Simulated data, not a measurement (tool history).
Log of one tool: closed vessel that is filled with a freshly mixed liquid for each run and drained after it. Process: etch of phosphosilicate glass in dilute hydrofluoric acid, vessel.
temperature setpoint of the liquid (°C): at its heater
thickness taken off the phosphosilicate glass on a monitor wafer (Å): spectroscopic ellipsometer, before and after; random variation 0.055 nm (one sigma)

run,hour,temperature setpoint of the liquid (°C),parts of water to one part of 49 % hydrofluoric acid (parts by volume),time in the liquid (s),thickness taken off the phosphosilicate glass on a monitor wafer (Å)
1,0.0,24.0,235,30,157.59
2,8.6,27.0,235,30,175.85
3,10.8,27.0,235,30,174.67
4,19.3,24.5,240,30,157.72
5,22.0,22.5,245,30,142.93
6,25.7,21.0,250,30,131.27

The next listed run, before its measurement:
7,31.7,20.0,255,30,?

Run 7 gave thickness taken off the phosphosilicate glass on a monitor wafer (Å) 122.80.
